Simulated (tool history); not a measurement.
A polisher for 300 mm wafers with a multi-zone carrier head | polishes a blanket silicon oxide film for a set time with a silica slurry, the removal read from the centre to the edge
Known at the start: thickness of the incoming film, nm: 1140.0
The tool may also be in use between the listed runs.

| run | hour | flow of slurry (ml/min) | pressure of the head's centre zone | pressure of the head's middle zone | pressure of the head's edge zone | abrasive content of the slurry | polishing time (s) | film removed at the wafer's centre (Å) | film removed at mid-radius (Å) | film removed at the wafer's edge (Å) |
|---|---|---|---|---|---|---|---|---|---|---|
| 1 | 0.0 | 140 | 1.00 | 1.00 | 1.00 | 1.00 | 47 | 1255.90 | 1242.1 | 1303.2 |
| 2 | 6.6 | 140 | 1.00 | 1.00 | 0.93 | 1.00 | 47 | 1249.30 | 1225.5 | 1276.9 |
| 3 | 12.0 | 140 | 0.94 | 1.00 | 0.93 | 1.00 | 47 | 1159.40 | 1283.8 | 1244.3 |
| 4 | 18.6 | 140 | 0.94 | 1.00 | 0.93 | 1.00 | 41 | 1019.00 | 1111.2 | 1097.7 |
| 5 | 21.1 | 140 | 0.94 | 1.06 | 0.93 | 1.00 | 41 | 1023.70 | 1143.7 | 1099.0 |
| 6 | 29.2 | 140 | 0.94 | 1.06 | 0.93 | 0.85 | 41 | 971.11 | 1096.9 | 1036.2 |
| 7 | 33.5 | 140 | 0.94 | 1.06 | 0.92 | 0.85 | 41 | 946.09 | 1079.4 | 1051.3 |

The next listed run, before its measurement:
| 8 | 41.1 | 140 | 0.94 | 1.07 | 0.91 | 0.85 | 41 | ? | ? | ? |

film removed at the wafer's centre (Å): 950.87
film removed at mid-radius (Å): 1062.8
film removed at the wafer's edge (Å): 1034.5
